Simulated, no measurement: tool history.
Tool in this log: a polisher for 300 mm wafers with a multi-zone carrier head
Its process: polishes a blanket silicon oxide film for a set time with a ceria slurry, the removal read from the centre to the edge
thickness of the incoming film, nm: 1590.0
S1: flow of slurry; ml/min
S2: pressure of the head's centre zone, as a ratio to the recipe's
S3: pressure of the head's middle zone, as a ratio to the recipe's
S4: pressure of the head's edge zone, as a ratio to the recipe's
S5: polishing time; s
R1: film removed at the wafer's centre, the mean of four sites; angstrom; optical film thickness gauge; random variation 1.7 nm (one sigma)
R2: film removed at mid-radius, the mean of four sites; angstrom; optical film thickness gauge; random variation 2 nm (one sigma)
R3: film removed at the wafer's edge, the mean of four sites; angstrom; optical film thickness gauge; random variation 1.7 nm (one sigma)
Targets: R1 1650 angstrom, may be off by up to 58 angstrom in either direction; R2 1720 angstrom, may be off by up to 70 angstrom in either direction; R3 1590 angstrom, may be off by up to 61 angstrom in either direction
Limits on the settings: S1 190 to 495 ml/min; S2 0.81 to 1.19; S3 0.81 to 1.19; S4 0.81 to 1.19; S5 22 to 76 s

{"run": 1, "hour": 0.0, "S1": 320, "S2": 1, "S3": 1, "S4": 1, "S5": 49, "R1": 2412.8, "R2": 2332.6, "R3": 2347.2}
{"run": 2, "hour": 2.0, "S1": 320, "S2": 0.99, "S3": 1, "S4": 0.97, "S5": 45, "R1": 2165.3, "R2": 2114.4, "R3": 2084.4}
{"run": 3, "hour": 3.2, "S1": 320, "S2": 0.97, "S3": 1, "S4": 0.94, "S5": 43, "R1": 2034.6, "R2": 2001.9, "R3": 1993}
{"run": 4, "hour": 5.4, "S1": 320, "S2": 0.97, "S3": 0.92, "S4": 0.94, "S5": 43, "R1": 1989.6, "R2": 1904.2, "R3": 1982.5}
{"run": 5, "hour": 14.2, "S1": 320, "S2": 0.97, "S3": 0.92, "S4": 0.98, "S5": 43, "R1": 1996.4, "R2": 1878.2, "R3": 2037.6}
{"run": 6, "hour": 22.7, "S1": 320, "S2": 0.97, "S3": 0.99, "S4": 0.98, "S5": 43, "R1": 2008.6, "R2": 1984, "R3": 2045.3}
{"run": 7, "hour": 30.4, "S1": 320, "S2": 0.97, "S3": 0.99, "S4": 0.98, "S5": 43, "R1": 2009.4, "R2": 2034.6, "R3": 2023.5}
{"run": 8, "hour": 34.5, "S1": 320, "S2": 0.96, "S3": 1, "S4": 0.95, "S5": 41, "R1": 1912.8, "R2": 1941.6, "R3": 1865.3}
{"run": 9, "hour": 37.1, "S1": 305, "S2": 0.86, "S3": 0.95, "S4": 0.85, "S5": 38, "R1": 1564.7, "R2": 1713, "R3": 1656.6}
{"run": 10, "hour": 44.8, "S1": 310, "S2": 0.88, "S3": 0.96, "S4": 0.84, "S5": 38, "R1": 1630.6, "R2": 1719.6, "R3": 1625.5}
{"run": 11, "hour": 50.8, "S1": 310, "S2": 0.88, "S3": 0.96, "S4": 0.83, "S5": 38, "R1": 1616.5, "R2": 1701.3, "R3": 1640.4}

Of the 4 settings listed for the next run, only one would bring every result within its allowed miss of target. Which one?
{"run": "A", "hour": 56.8, "S1": 280, "S2": 0.82, "S3": 0.99, "S4": 0.85, "S5": 38, "R1": "?", "R2": "?", "R3": "?"}
{"run": "B", "hour": 56.8, "S1": 320, "S2": 0.85, "S3": 0.93, "S4": 0.9, "S5": 37, "R1": "?", "R2": "?", "R3": "?"}
{"run": "C", "hour": 56.8, "S1": 305, "S2": 0.93, "S3": 1, "S4": 0.83, "S5": 37, "R1": "?", "R2": "?", "R3": "?"}
{"run": "D", "hour": 56.8, "S1": 345, "S2": 0.85, "S3": 0.99, "S4": 0.81, "S5": 37, "R1": "?", "R2": "?", "R3": "?"}

move=A R1=1461.7 R2=1775.1 R3=1647.6
move=B R1=1494.3 R2=1658.9 R3=1662.4
move=C R1=1629.7 R2=1755.4 R3=1596.4
move=D R1=1504.9 R2=1758.9 R3=1591.9
A: gets the furthest-off result to its target, but another result is out of tolerance
B: its largest miss is bigger than the last run's
C: all results in spec
D: gets the furthest-off result to its target, but another result is out of tolerance
The move that meets every target is C.
